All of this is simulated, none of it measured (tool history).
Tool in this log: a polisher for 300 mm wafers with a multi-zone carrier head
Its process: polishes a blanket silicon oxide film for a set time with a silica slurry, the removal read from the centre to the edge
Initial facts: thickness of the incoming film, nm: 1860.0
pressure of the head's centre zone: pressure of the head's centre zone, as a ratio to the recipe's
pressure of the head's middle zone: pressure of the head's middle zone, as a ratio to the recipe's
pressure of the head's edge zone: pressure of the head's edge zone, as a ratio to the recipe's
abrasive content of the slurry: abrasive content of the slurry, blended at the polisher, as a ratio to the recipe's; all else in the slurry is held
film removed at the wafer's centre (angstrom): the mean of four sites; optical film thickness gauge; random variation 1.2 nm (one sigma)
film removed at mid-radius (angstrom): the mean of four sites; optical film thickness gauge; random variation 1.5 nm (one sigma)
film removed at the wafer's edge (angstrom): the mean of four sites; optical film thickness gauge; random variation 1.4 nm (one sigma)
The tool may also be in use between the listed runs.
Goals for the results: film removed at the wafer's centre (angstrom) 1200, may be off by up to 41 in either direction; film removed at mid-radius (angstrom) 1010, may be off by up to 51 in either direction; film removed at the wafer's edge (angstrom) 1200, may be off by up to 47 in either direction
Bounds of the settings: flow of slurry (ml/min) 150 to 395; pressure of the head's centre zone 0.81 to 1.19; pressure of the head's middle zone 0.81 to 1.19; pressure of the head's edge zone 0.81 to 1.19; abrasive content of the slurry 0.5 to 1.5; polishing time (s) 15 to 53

run  hour  flow of slurry (ml/min)  pressure of the head's centre zone  pressure of the head's middle zone  pressure of the head's edge zone  abrasive content of the slurry  polishing time (s)  film removed at the wafer's centre (angstrom)  film removed at mid-radius (angstrom)  film removed at the wafer's edge (angstrom)
  1     0                      250                                   1                                   1                                 1                               1                  34                                         1387.5                                 1370.6                                       1358.2
  2     8                      250                                   1                                   1                              0.96                               1                  34                                         1406.3                                 1419.5                                       1342.6
  3   9.8                      250                                   1                                1.03                              0.96                               1                  34                                         1399.9                                 1440.6                                       1331.9
  4  16.7                      250                                   1                                1.03                              0.96                            0.85                  34                                         1266.5                                 1343.1                                       1234.2
  5  20.7                      245                                1.01                                0.97                              0.98                             0.8                  34                                         1254.9                                   1244                                       1248.6
  6  26.7                      240                                1.03                                0.93                              0.99                            0.75                  34                                         1262.5                                 1153.3                                       1202.9
  7    34                      230                                1.02                                 0.9                                 1                            0.75                  34                                         1208.7                                 1100.6                                       1187.2
  8  35.1                      225                                1.02                                0.88                              1.01                            0.75                  34                                         1233.2                                 1091.5                                       1217.3
  9  42.5                      220                                1.02                                0.86                              1.01                            0.75                  34                                         1215.6                                 1056.7                                       1196.6

Which one of the following 5 next-run settings gets every result inside its allowed miss? There is exactly one.
  A  49.9                      185                                1.03                                0.83                              1.05                            0.55                  39                                              ?                                      ?                                            ?
  B  49.9                      205                                0.95                                0.83                              0.87                            0.85                  35                                              ?                                      ?                                            ?
  C  49.9                      235                                1.02                                0.93                              0.95                             0.8                  34                                              ?                                      ?                                            ?
  D  49.9                      160                                0.99                                 0.9                              1.07                             0.7                  36                                              ?                                      ?                                            ?
  E  49.9                      235                                0.97                                0.86                              0.85                             1.1                  30                                              ?                                      ?                                            ?

move  film removed at the wafer's centre (angstrom)  film removed at mid-radius (angstrom)  film removed at the wafer's edge (angstrom)
   A                                         1203.8                                 1008.7                                       1199.8
   B                                         1240.1                                   1117                                       1213.7
   C                                         1276.8                                 1181.1                                       1208.6
   D                                         1168.1                                 1087.3                                       1226.8
   E                                         1226.1                                 1113.5                                       1157.8
A: every result within its allowed miss
B: its largest miss is bigger than the last run's
C: its largest miss is bigger than the last run's
D: its largest miss is bigger than the last run's
E: its largest miss is bigger than the last run's
Correct choice: A, which meets every target
